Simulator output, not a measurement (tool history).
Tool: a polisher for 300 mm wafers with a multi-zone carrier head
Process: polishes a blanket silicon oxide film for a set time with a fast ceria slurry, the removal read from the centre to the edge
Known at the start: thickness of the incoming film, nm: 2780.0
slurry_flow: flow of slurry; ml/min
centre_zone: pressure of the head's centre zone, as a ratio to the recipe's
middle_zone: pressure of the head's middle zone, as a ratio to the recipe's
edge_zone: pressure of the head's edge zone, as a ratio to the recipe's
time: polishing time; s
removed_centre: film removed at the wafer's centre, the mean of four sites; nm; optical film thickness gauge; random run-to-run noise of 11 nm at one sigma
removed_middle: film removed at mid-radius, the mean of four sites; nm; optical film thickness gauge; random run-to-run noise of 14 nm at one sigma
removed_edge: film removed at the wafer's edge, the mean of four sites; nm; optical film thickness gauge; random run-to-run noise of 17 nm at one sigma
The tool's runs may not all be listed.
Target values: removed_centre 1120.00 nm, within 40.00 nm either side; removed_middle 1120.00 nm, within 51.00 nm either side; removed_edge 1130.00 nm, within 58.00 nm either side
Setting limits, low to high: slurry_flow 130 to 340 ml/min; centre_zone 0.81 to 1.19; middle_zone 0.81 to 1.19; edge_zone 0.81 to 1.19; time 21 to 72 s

run,hour,slurry_flow,centre_zone,middle_zone,edge_zone,time,removed_centre,removed_middle,removed_edge
1,0.0,220,1.00,1.00,1.00,46,816.17,830.21,818.30
2,5.5,220,1.01,1.01,1.02,47,865.87,843.78,854.04
3,8.9,225,1.01,1.03,1.03,48,863.17,887.75,873.26
4,9.4,225,1.02,1.04,1.04,49,901.30,887.86,897.13
5,16.1,230,1.02,1.05,1.04,50,919.90,932.81,902.93
6,24.6,230,1.02,1.05,0.96,50,933.38,920.02,864.08
7,27.4,230,1.02,1.05,0.98,51,954.84,958.88,914.26
8,29.2,260,1.12,1.10,1.08,54,1097.70,1044.80,1035.50
9,30.9,260,1.12,1.10,1.09,54,1126.70,1038.50,1031.80
10,33.8,260,1.11,1.10,1.10,54,1111.10,1051.50,1027.80
11,40.3,260,1.10,1.10,1.11,54,1104.40,1050.30,1004.50

Which one of the following 4 next-run settings gets every result inside its allowed miss? There is exactly one.
A,46.8,160,1.00,1.02,1.04,64,?,?,?
B,46.8,135,1.01,0.96,1.06,62,?,?,?
C,46.8,180,1.07,0.93,1.10,60,?,?,?
D,46.8,340,1.17,1.19,1.19,46,?,?,?

move,removed_centre,removed_middle,removed_edge
A,1105.30,1139.80,1121.70
B,1047.60,1020.60,1075.40
C,1126.80,1005.40,1093.90
D,1019.50,1018.90,914.17
A: each result inside its tolerance
B: the worst result of the last run now meets its target, but another is out of spec
C: the worst result of the last run now meets its target, but another is out of spec
D: misses by more than the last run did
So the answer is move A, the one that meets all the targets.
